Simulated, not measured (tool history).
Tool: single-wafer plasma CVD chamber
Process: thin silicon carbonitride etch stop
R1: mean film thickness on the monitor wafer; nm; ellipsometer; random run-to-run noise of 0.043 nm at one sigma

{"run": 1, "hour": 0.0, "RF power (W)": 190, "deposition time (s)": 25.4, "R1": 14.449}
{"run": 2, "hour": 1.9, "RF power (W)": 175, "deposition time (s)": 23.8, "R1": 13.276}
{"run": 3, "hour": 9.9, "RF power (W)": 165, "deposition time (s)": 22.6, "R1": 12.469}
{"run": 4, "hour": 10.8, "RF power (W)": 155, "deposition time (s)": 21.7, "R1": 11.823}
{"run": 5, "hour": 11.9, "RF power (W)": 155, "deposition time (s)": 18.4, "R1": 9.97}
{"run": 6, "hour": 18.7, "RF power (W)": 155, "deposition time (s)": 21.9, "R1": 11.968}
{"run": 7, "hour": 20.2, "RF power (W)": 155, "deposition time (s)": 21.2, "R1": 11.491}
{"run": 8, "hour": 25.4, "RF power (W)": 130, "deposition time (s)": 19.8, "R1": 10.271}

Predict the results of run 9:
{"run": 9, "hour": 32.5, "RF power (W)": 135, "deposition time (s)": 19.8, "R1": "?"}

Run 9 produced R1 10.372 nm.
